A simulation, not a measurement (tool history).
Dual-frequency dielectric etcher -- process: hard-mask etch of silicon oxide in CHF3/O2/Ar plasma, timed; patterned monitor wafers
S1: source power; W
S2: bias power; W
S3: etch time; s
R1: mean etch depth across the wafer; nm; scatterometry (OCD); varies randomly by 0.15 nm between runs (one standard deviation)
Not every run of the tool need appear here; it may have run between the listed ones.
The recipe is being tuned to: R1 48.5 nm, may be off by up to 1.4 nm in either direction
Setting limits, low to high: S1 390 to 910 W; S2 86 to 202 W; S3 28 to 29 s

{"run": 1, "hour": 0.0, "S1": 650, "S2": 144, "S3": 28, "R1": 55.424}
{"run": 2, "hour": 4.5, "S1": 650, "S2": 163, "S3": 28, "R1": 58.186}
{"run": 3, "hour": 8.9, "S1": 650, "S2": 176, "S3": 28, "R1": 59.37}
{"run": 4, "hour": 17.6, "S1": 650, "S2": 176, "S3": 28, "R1": 59.928}
{"run": 5, "hour": 20.0, "S1": 580, "S2": 166, "S3": 28, "R1": 56.37}
{"run": 6, "hour": 25.9, "S1": 580, "S2": 148, "S3": 28, "R1": 53.766}
{"run": 7, "hour": 30.4, "S1": 540, "S2": 144, "S3": 28, "R1": 51.919}
{"run": 8, "hour": 38.0, "S1": 520, "S2": 142, "S3": 28, "R1": 50.558}
{"run": 9, "hour": 41.7, "S1": 510, "S2": 141, "S3": 28, "R1": 50.401}

Of the 5 settings listed for the next run, only one would bring every result within its allowed miss of target. Which one?
{"run": "A", "hour": 45.4, "S1": 480, "S2": 133, "S3": 28, "R1": "?"}
{"run": "B", "hour": 45.4, "S1": 500, "S2": 146, "S3": 28.5, "R1": "?"}
{"run": "C", "hour": 45.4, "S1": 520, "S2": 140, "S3": 28.5, "R1": "?"}
{"run": "D", "hour": 45.4, "S1": 520, "S2": 144, "S3": 28, "R1": "?"}
{"run": "E", "hour": 45.4, "S1": 520, "S2": 151, "S3": 28.5, "R1": "?"}

move=A R1=48.092
move=B R1=51.472
move=C R1=51.375
move=D R1=51.018
move=E R1=52.878
A: meets every target
B: the biggest miss grows against the last run
C: the biggest miss grows against the last run
D: the biggest miss grows against the last run
E: the biggest miss grows against the last run
Correct choice: A, which meets every target
